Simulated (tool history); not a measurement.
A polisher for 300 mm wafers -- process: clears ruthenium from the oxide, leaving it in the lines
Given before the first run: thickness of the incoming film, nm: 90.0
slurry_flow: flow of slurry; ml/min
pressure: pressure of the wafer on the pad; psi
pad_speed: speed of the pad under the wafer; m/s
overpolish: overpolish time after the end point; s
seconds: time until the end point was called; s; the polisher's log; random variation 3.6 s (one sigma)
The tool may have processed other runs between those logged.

run,day,slurry_flow,pressure,pad_speed,overpolish,seconds
1,0,170,2.2,1,20,74.43
2,0.083,165,1.9,0.88,20,96.198
3,0.446,160,1.7,0.78,20,126.4
4,0.825,155,1.5,0.74,20,143.89
5,1.121,155,1.9,0.74,20,119.32
6,1.354,150,1.7,0.7,20,136.82
7,1.604,150,1.6,0.68,20,148.87
8,1.883,150,1.5,0.66,20,164.71

Run 9 has not been measured yet. What should we expect?
9,2.188,150,1.4,0.66,20,?

{"run 9": {"seconds": 178.65}}

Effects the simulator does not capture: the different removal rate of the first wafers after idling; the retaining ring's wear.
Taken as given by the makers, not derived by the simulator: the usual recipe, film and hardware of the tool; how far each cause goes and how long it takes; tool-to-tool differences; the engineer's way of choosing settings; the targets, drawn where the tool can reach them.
